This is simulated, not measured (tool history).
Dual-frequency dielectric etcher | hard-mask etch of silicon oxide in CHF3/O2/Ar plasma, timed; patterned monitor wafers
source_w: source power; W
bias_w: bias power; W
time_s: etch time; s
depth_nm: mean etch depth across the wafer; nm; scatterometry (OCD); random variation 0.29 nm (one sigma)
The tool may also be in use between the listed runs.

| run | hour | source_w | bias_w | time_s | depth_nm |
|---|---|---|---|---|---|
| 1 | 0.0 | 820 | 132 | 25.5 | 47.934 |
| 2 | 2.1 | 820 | 150 | 25.5 | 49.845 |
| 3 | 7.0 | 860 | 152 | 25.5 | 51.154 |
| 4 | 11.5 | 890 | 153 | 25.5 | 51.491 |
|  | 16.2 | bias power generator calibrated |
| 5 | 16.2 | 920 | 155 | 25.5 | 53.554 |
| 6 | 23.1 | 930 | 155 | 25.5 | 53.199 |
| 7 | 26.6 | 940 | 156 | 25.5 | 54.101 |

Forecast run 8:
| 8 | 27.1 | 950 | 156 | 25.5 | ? |

{"run 8": {"depth_nm": 53.685}}
